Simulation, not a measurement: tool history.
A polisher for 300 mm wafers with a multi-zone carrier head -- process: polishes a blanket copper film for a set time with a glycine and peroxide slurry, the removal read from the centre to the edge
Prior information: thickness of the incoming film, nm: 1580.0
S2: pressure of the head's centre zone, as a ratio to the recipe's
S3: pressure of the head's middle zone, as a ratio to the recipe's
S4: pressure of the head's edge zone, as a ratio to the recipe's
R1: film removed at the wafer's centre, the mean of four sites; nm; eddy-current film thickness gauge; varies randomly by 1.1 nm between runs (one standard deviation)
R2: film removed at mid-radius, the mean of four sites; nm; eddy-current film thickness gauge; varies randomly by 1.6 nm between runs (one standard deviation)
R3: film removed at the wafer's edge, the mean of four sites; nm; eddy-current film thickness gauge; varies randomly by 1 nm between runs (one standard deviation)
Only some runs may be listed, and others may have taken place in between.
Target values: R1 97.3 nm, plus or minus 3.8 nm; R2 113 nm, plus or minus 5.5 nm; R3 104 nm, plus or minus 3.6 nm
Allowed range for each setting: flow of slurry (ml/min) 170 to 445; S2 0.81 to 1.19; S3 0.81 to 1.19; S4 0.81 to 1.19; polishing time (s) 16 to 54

Run 1, hour 0: flow of slurry (ml/min) 285, S2 1, S3 1, S4 1, polishing time (s) 35. Result: R1 171.75 nm, R2 168.11 nm, R3 167 nm.
Run 2, hour 2.7: flow of slurry (ml/min) 285, S2 1, S3 1, S4 0.97, polishing time (s) 35. Result: R1 169.12 nm, R2 167.71 nm, R3 165.05 nm.
Run 3, hour 10.5: flow of slurry (ml/min) 285, S2 1, S3 1, S4 0.89, polishing time (s) 35. Result: R1 170.04 nm, R2 167.6 nm, R3 161.41 nm.
Run 4, hour 17.6: flow of slurry (ml/min) 285, S2 0.99, S3 1, S4 0.89, polishing time (s) 33. Result: R1 157.76 nm, R2 155.88 nm, R3 146.99 nm.
Run 5, hour 24.8: flow of slurry (ml/min) 285, S2 0.99, S3 1, S4 0.86, polishing time (s) 33. Result: R1 160.51 nm, R2 154.75 nm, R3 143.83 nm.
Run 6, hour 31.5: flow of slurry (ml/min) 230, S2 0.99, S3 1, S4 0.86, polishing time (s) 33. Result: R1 153.53 nm, R2 152.33 nm, R3 143.13 nm.
Run 7, hour 34.1: flow of slurry (ml/min) 225, S2 0.97, S3 1, S4 0.86, polishing time (s) 32. Result: R1 146.56 nm, R2 147.51 nm, R3 139.89 nm.
Run 8, hour 36.2: flow of slurry (ml/min) 225, S2 0.95, S3 1, S4 0.86, polishing time (s) 31. Result: R1 140.59 nm, R2 140.49 nm, R3 131.91 nm.
Run 9, hour 38.7: flow of slurry (ml/min) 220, S2 0.93, S3 1.01, S4 0.88, polishing time (s) 30. Result: R1 132.32 nm, R2 143.28 nm, R3 129.67 nm.
Run 10, hour 47.3: flow of slurry (ml/min) 215, S2 0.92, S3 1, S4 0.88, polishing time (s) 29. Result: R1 123.8 nm, R2 133.5 nm, R3 127.72 nm.
Run 11, hour 52.4: flow of slurry (ml/min) 215, S2 0.91, S3 1, S4 0.87, polishing time (s) 28. Result: R1 120.56 nm, R2 131.47 nm, R3 121.36 nm.

Consider the 5 candidate settings below. Which is the only one whose results all fall within their allowed miss of target?
Run A, hour 57.5: flow of slurry (ml/min) 220, S2 0.92, S3 1, S4 0.88, polishing time (s) 33. Result: R1 ?, R2 ?, R3 ?.
Run B, hour 57.5: flow of slurry (ml/min) 225, S2 1.13, S3 0.81, S4 0.85, polishing time (s) 30. Result: R1 ?, R2 ?, R3 ?.
Run C, hour 57.5: flow of slurry (ml/min) 185, S2 0.85, S3 1.01, S4 0.84, polishing time (s) 25. Result: R1 ?, R2 ?, R3 ?.
Run D, hour 57.5: flow of slurry (ml/min) 195, S2 1.1, S3 0.91, S4 0.81, polishing time (s) 27. Result: R1 ?, R2 ?, R3 ?.
Run E, hour 57.5: flow of slurry (ml/min) 310, S2 1.1, S3 0.92, S4 0.84, polishing time (s) 32. Result: R1 ?, R2 ?, R3 ?.

move      R1      R2      R3
   A  140.23  152.23  143.76
   B  154.74  116.39  129.24
   C  96.319   113.8  104.89
   D  133.22  113.28  112.22
   E  167.06  142.51  140.41
A: moves away from the targets compared with the last run
B: moves away from the targets compared with the last run
C: meets every target
D: moves away from the targets compared with the last run
E: moves away from the targets compared with the last run
Correct choice: C, which meets every target
